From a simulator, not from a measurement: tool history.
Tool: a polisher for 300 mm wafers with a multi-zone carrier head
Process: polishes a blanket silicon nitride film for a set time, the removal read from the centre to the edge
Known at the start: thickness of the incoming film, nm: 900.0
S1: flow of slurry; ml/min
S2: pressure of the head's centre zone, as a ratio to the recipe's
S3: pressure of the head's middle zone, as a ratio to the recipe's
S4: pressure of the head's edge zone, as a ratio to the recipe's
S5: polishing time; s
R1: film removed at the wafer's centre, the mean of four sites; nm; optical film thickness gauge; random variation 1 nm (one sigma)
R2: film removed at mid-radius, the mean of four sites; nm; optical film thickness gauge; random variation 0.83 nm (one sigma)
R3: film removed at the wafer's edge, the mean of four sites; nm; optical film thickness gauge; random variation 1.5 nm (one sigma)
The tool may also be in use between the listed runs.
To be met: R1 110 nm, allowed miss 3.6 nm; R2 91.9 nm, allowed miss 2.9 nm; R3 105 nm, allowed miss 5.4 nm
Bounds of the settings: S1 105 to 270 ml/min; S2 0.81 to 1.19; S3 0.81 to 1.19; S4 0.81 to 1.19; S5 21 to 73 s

Run 1, hour 0: S1 175 ml/min, S2 1, S3 1, S4 1, S5 47 s. Result: R1 83.645 nm, R2 92.407 nm, R3 90.228 nm.
Run 2, hour 2.7: S1 175 ml/min, S2 1, S3 1.04, S4 1, S5 47 s. Result: R1 83.706 nm, R2 96.187 nm, R3 90.324 nm.
Run 3, hour 11.6: S1 195 ml/min, S2 1, S3 1.04, S4 1, S5 47 s. Result: R1 86.196 nm, R2 97.342 nm, R3 91.9 nm.
Run 4, hour 14.7: S1 230 ml/min, S2 1, S3 1.04, S4 1, S5 47 s. Result: R1 88.151 nm, R2 99.01 nm, R3 93.019 nm.
Run 5, hour 18.9: S1 230 ml/min, S2 1, S3 1.09, S4 1, S5 47 s. Result: R1 87.049 nm, R2 105.6 nm, R3 92.188 nm.
Run 6, hour 20.7: S1 230 ml/min, S2 1.04, S3 1.04, S4 1.03, S5 48 s. Result: R1 93.299 nm, R2 101.58 nm, R3 96.797 nm.
Run 7, hour 28.3: S1 235 ml/min, S2 1.08, S3 1.01, S4 1.05, S5 48 s. Result: R1 95.949 nm, R2 100.34 nm, R3 96.716 nm.
Run 8, hour 32: S1 240 ml/min, S2 1.11, S3 0.96, S4 1.07, S5 49 s. Result: R1 102.59 nm, R2 96.462 nm, R3 100.36 nm.
Run 9, hour 37.9: S1 240 ml/min, S2 1.11, S3 0.96, S4 1.07, S5 49 s. Result: R1 100.67 nm, R2 97.975 nm, R3 104.55 nm.
Run 10, hour 45.7: S1 245 ml/min, S2 1.13, S3 0.94, S4 1.05, S5 49 s. Result: R1 103.95 nm, R2 97.195 nm, R3 101.9 nm.
Run 11, hour 46.8: S1 245 ml/min, S2 1.15, S3 0.92, S4 1.06, S5 49 s. Result: R1 106.6 nm, R2 94.152 nm, R3 97.243 nm.
Run 12, hour 51.6: S1 235 ml/min, S2 1.1, S3 0.82, S4 1.16, S5 54 s. Result: R1 111.19 nm, R2 94.467 nm, R3 114.54 nm.

Which of these 4 next moves meets every target?
Run A, hour 56.4: S1 205 ml/min, S2 1.08, S3 0.82, S4 1.12, S5 57 s. Result: R1 ?, R2 ?, R3 ?.
Run B, hour 56.4: S1 235 ml/min, S2 1.17, S3 0.87, S4 1.11, S5 50 s. Result: R1 ?, R2 ?, R3 ?.
Run C, hour 56.4: S1 250 ml/min, S2 1.1, S3 0.99, S4 1, S5 48 s. Result: R1 ?, R2 ?, R3 ?.
Run D, hour 56.4: S1 255 ml/min, S2 1.16, S3 1.02, S4 1.01, S5 46 s. Result: R1 ?, R2 ?, R3 ?.

move      R1      R2      R3
   A  114.53  98.197  118.44
   B  110.93  91.828  104.58
   C  100.88  98.897  95.671
   D  102.28   97.37  92.235
A: further off than the last run
B: meets every target
C: takes the result that was furthest off past its target
D: takes the result that was furthest off past its target
The right move is B.
